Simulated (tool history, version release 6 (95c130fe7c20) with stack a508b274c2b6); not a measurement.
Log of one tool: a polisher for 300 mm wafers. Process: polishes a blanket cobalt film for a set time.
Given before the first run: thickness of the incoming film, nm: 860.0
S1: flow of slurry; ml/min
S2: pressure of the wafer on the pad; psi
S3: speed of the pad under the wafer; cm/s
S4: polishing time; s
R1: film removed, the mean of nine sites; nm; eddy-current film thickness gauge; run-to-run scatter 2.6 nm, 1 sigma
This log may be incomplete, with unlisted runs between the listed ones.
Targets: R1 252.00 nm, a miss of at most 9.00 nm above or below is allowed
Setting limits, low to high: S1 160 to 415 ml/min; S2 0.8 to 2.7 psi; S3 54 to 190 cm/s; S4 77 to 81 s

| run | hour | S1 | S2 | S3 | S4 | R1 |
|---|---|---|---|---|---|---|
| 1 | 0.0 | 265 | 1.7 | 122 | 77 | 401.62 |
| 2 | 3.4 | 265 | 1.5 | 122 | 77 | 357.29 |
| 3 | 5.3 | 265 | 1.5 | 144 | 77 | 413.19 |
| 4 | 13.4 | 265 | 1.3 | 142 | 77 | 363.04 |
| 5 | 22.3 | 265 | 1.3 | 142 | 77 | 362.97 |
| 6 | 22.9 | 265 | 1.3 | 156 | 77 | 400.02 |
| 7 | 26.7 | 265 | 1.2 | 150 | 77 | 355.36 |
| 8 | 28.3 | 265 | 1.2 | 150 | 77 | 356.74 |
| 9 | 33.1 | 265 | 1.1 | 146 | 77 | 318.20 |
| 10 | 39.5 | 265 | 1.0 | 146 | 77 | 286.86 |
| 11 | 40.2 | 265 | 0.9 | 146 | 77 | 261.50 |
| 12 | 48.3 | 265 | 0.9 | 146 | 77 | 263.07 |
| 13 | 51.5 | 265 | 0.8 | 146 | 77 | 235.77 |
| 14 | 60.1 | 270 | 0.9 | 146 | 77 | 266.05 |

Exactly one of the 4 candidate moves below puts every result within its allowed miss. Which one?
| A | 68.7 | 300 | 0.8 | 152 | 77 | ? |
| B | 68.7 | 280 | 1.1 | 104 | 79 | ? |
| C | 68.7 | 295 | 1.0 | 130 | 81 | ? |
| D | 68.7 | 305 | 1.1 | 128 | 77 | ? |

| move | R1 |
|---|---|
| A | 252.04 |
| B | 236.67 |
| C | 277.53 |
| D | 284.20 |
A: in spec on every target
B: takes the result that was furthest off past its target
C: the biggest miss grows against the last run
D: the biggest miss grows against the last run
Go with A: it meets all targets.
